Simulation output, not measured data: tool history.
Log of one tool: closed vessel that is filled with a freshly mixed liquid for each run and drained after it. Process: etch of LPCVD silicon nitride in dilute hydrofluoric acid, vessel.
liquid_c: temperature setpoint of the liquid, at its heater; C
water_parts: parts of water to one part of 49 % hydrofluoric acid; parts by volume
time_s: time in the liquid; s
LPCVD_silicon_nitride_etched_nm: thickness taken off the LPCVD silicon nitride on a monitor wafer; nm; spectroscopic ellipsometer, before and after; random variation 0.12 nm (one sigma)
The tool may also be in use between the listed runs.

run	day	liquid_c	water_parts	time_s	LPCVD_silicon_nitride_etched_nm
1	0	20	65	2860	13.948
2	0.258	22	65	2860	16.077
3	0.338	22	85	2860	12.336
4	0.621	22	70	2860	14.988
5	0.95	23	70	2860	15.956
6	1.188	24	70	2860	16.881
7	1.417	25	70	2860	18.266
8	1.583	25.5	70	2860	18.863
9	1.646	26	70	2860	19.523

Forecast run 10:
10	1.962	26.5	70	2860	?

{"run 10": {"LPCVD_silicon_nitride_etched_nm": 20.261}}
